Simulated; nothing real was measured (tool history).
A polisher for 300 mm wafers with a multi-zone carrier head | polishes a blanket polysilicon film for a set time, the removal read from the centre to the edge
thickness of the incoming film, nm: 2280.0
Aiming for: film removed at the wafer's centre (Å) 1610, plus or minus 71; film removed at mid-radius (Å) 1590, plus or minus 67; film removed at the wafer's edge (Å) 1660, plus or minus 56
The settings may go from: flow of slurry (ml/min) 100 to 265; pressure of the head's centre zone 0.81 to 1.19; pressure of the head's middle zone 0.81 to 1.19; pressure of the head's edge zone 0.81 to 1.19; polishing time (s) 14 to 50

run	hour	flow of slurry (ml/min)	pressure of the head's centre zone	pressure of the head's middle zone	pressure of the head's edge zone	polishing time (s)	film removed at the wafer's centre (Å)	film removed at mid-radius (Å)	film removed at the wafer's edge (Å)
1	0	170	1	1	1	32	2882.3	2846	2939.4
2	8	165	0.98	0.98	0.97	27	2330.2	2338.5	2383.6
3	15.7	165	0.98	1.04	0.97	27	2324.6	2463.1	2399.6
4	21.2	165	0.89	1.04	0.97	27	2099.2	2460.9	2365.8
5	24.1	165	0.89	1.04	1.05	27	2146.5	2474.5	2464.8
6	28.3	160	0.91	1	1	24	1911.5	2094.4	2152.6
7	29	160	0.92	0.98	0.96	22	1788.2	1931.1	1956.2
8	36.4	155	0.93	0.95	0.93	21	1690.4	1757.7	1784.9
9	39.5	145	0.93	0.94	0.92	21	1674.4	1693.7	1787.3
10	45.6	140	0.93	0.94	0.9	21	1646.4	1690.2	1749.4
11	47.4	135	0.94	0.93	0.88	21	1635.6	1687.4	1705.5
12	54.4	130	0.94	0.92	0.88	21	1681.9	1623.9	1699.2

Exactly one of the 5 candidate moves below puts every result within its allowed miss. Which one?
A	61.4	125	0.92	0.89	0.88	22	?	?	?
B	61.4	215	0.91	0.89	0.87	19	?	?	?
C	61.4	100	0.98	0.9	0.89	23	?	?	?
D	61.4	115	0.89	0.88	0.93	22	?	?	?
E	61.4	150	0.87	0.94	0.83	21	?	?	?

move	film removed at the wafer's centre (Å)	film removed at mid-radius (Å)	film removed at the wafer's edge (Å)
A	1666.4	1687.9	1779.8
B	1605.5	1622.4	1651.7
C	1716	1662.1	1784.4
D	1568.9	1633.5	1796.4
E	1580.5	1762.2	1705.8
A: puts the biggest miss on target and leaves a different result outside tolerance
B: hits every target within its allowed miss
C: further off than the last run
D: puts the biggest miss on target and leaves a different result outside tolerance
E: puts the biggest miss on target and leaves a different result outside tolerance
Go with B: it meets all targets.
